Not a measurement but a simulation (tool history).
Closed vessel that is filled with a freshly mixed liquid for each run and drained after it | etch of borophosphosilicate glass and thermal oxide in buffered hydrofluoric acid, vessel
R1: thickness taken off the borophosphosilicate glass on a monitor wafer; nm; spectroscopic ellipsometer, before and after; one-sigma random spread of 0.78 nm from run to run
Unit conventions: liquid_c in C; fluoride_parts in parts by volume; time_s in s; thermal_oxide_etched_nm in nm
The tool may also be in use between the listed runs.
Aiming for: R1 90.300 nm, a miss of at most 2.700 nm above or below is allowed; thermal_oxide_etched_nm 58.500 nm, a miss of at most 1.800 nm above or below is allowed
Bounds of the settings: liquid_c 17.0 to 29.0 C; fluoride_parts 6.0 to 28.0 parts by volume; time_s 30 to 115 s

{"run": 1, "hour": 0.0, "liquid_c": 21.0, "fluoride_parts": 17.0, "time_s": 60, "R1": 51.002, "thermal_oxide_etched_nm": 33.079}
{"run": 2, "hour": 4.9, "liquid_c": 24.0, "fluoride_parts": 17.0, "time_s": 60, "R1": 60.125, "thermal_oxide_etched_nm": 39.595}
{"run": 3, "hour": 6.8, "liquid_c": 22.5, "fluoride_parts": 17.0, "time_s": 60, "R1": 55.03, "thermal_oxide_etched_nm": 35.508}
{"run": 4, "hour": 7.7, "liquid_c": 24.5, "fluoride_parts": 16.0, "time_s": 60, "R1": 65.387, "thermal_oxide_etched_nm": 42.763}
{"run": 5, "hour": 13.2, "liquid_c": 24.5, "fluoride_parts": 20.0, "time_s": 60, "R1": 53.222, "thermal_oxide_etched_nm": 35.744}
{"run": 6, "hour": 16.8, "liquid_c": 22.0, "fluoride_parts": 20.0, "time_s": 60, "R1": 46.793, "thermal_oxide_etched_nm": 30.266}
{"run": 7, "hour": 19.9, "liquid_c": 24.0, "fluoride_parts": 17.5, "time_s": 60, "R1": 58.099, "thermal_oxide_etched_nm": 37.807}
{"run": 8, "hour": 23.3, "liquid_c": 25.5, "fluoride_parts": 16.0, "time_s": 60, "R1": 68.479, "thermal_oxide_etched_nm": 44.761}
{"run": 9, "hour": 28.0, "liquid_c": 26.5, "fluoride_parts": 15.5, "time_s": 60, "R1": 76.163, "thermal_oxide_etched_nm": 49.981}
{"run": 10, "hour": 35.1, "liquid_c": 27.0, "fluoride_parts": 15.0, "time_s": 60, "R1": 80.041, "thermal_oxide_etched_nm": 52.428}
{"run": 11, "hour": 36.1, "liquid_c": 27.5, "fluoride_parts": 15.0, "time_s": 60, "R1": 81.776, "thermal_oxide_etched_nm": 54.348}
{"run": 12, "hour": 42.5, "liquid_c": 28.0, "fluoride_parts": 14.5, "time_s": 60, "R1": 87.436, "thermal_oxide_etched_nm": 56.352}

Pick the move, out of 4, that brings all results within their allowed miss; only one does.
{"run": "A", "hour": 48.9, "liquid_c": 29.0, "fluoride_parts": 17.5, "time_s": 70, "R1": "?", "thermal_oxide_etched_nm": "?"}
{"run": "B", "hour": 48.9, "liquid_c": 27.5, "fluoride_parts": 13.5, "time_s": 55, "R1": "?", "thermal_oxide_etched_nm": "?"}
{"run": "C", "hour": 48.9, "liquid_c": 29.0, "fluoride_parts": 28.0, "time_s": 95, "R1": "?", "thermal_oxide_etched_nm": "?"}
{"run": "D", "hour": 48.9, "liquid_c": 27.0, "fluoride_parts": 12.0, "time_s": 50, "R1": "?", "thermal_oxide_etched_nm": "?"}

move=A R1=89.796 thermal_oxide_etched_nm=58.208
move=B R1=84.192 thermal_oxide_etched_nm=54.488
move=C R1=86.556 thermal_oxide_etched_nm=56.168
move=D R1=83.693 thermal_oxide_etched_nm=54.123
A: every result lands within tolerance
B: the biggest miss grows against the last run
C: the biggest miss grows against the last run
D: the biggest miss grows against the last run
So the answer is move A, the one that meets all the targets.
